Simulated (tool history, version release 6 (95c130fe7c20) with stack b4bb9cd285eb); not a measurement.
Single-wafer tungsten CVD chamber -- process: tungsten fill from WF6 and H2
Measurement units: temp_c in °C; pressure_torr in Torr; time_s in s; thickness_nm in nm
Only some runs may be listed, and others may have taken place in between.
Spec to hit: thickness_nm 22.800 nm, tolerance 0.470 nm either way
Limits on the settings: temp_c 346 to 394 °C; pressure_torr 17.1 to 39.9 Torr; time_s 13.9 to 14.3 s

{"run": 1, "hour": 0.0, "temp_c": 370, "pressure_torr": 28.5, "time_s": 13.9, "thickness_nm": 26.842}
{"run": 2, "hour": 3.1, "temp_c": 370, "pressure_torr": 28.5, "time_s": 13.9, "thickness_nm": 26.872}
{"run": 3, "hour": 3.7, "temp_c": 375, "pressure_torr": 28.5, "time_s": 13.9, "thickness_nm": 29.846}
{"run": 4, "hour": 11.2, "temp_c": 368, "pressure_torr": 28.5, "time_s": 13.9, "thickness_nm": 25.649}
{"run": 5, "hour": 17.1, "temp_c": 357, "pressure_torr": 28.5, "time_s": 13.9, "thickness_nm": 20.681}
{"run": 6, "hour": 20.3, "temp_c": 357, "pressure_torr": 25.5, "time_s": 13.9, "thickness_nm": 19.322}
{"run": 7, "hour": 25.9, "temp_c": 357, "pressure_torr": 25.5, "time_s": 13.9, "thickness_nm": 19.64}
{"run": 8, "hour": 30.8, "temp_c": 359, "pressure_torr": 25.6, "time_s": 13.9, "thickness_nm": 20.249}
{"run": 9, "hour": 37.0, "temp_c": 361, "pressure_torr": 25.6, "time_s": 13.9, "thickness_nm": 21.408}
{"run": 10, "hour": 45.6, "temp_c": 362, "pressure_torr": 25.6, "time_s": 13.9, "thickness_nm": 21.435}
{"run": 11, "hour": 47.7, "temp_c": 366, "pressure_torr": 25.7, "time_s": 13.9, "thickness_nm": 23.316}
{"hour": 51.0, "done": "thermocouple changed; heater temperature recalibrated"}
{"run": 12, "hour": 51.0, "temp_c": 365, "pressure_torr": 25.7, "time_s": 13.9, "thickness_nm": 21.389}
{"run": 13, "hour": 57.2, "temp_c": 366, "pressure_torr": 25.7, "time_s": 13.9, "thickness_nm": 21.81}
{"run": 14, "hour": 58.4, "temp_c": 367, "pressure_torr": 25.7, "time_s": 13.9, "thickness_nm": 22.282}

Exactly one of the 5 candidate moves below puts every result within its allowed miss. Which one?
{"run": "A", "hour": 59.6, "temp_c": 365, "pressure_torr": 26.0, "time_s": 13.9, "thickness_nm": "?"}
{"run": "B", "hour": 59.6, "temp_c": 363, "pressure_torr": 29.4, "time_s": 14.3, "thickness_nm": "?"}
{"run": "C", "hour": 59.6, "temp_c": 369, "pressure_torr": 22.8, "time_s": 13.9, "thickness_nm": "?"}
{"run": "D", "hour": 59.6, "temp_c": 367, "pressure_torr": 24.5, "time_s": 14.1, "thickness_nm": "?"}
{"run": "E", "hour": 59.6, "temp_c": 363, "pressure_torr": 29.4, "time_s": 13.9, "thickness_nm": "?"}

move=A thickness_nm=21.609
move=B thickness_nm=22.703
move=C thickness_nm=21.927
move=D thickness_nm=22.161
move=E thickness_nm=22.065
A: lands further from the targets than the last run did
B: meets every target
C: lands further from the targets than the last run did
D: lands further from the targets than the last run did
E: lands further from the targets than the last run did
B is the move that brings every result within its allowed miss.
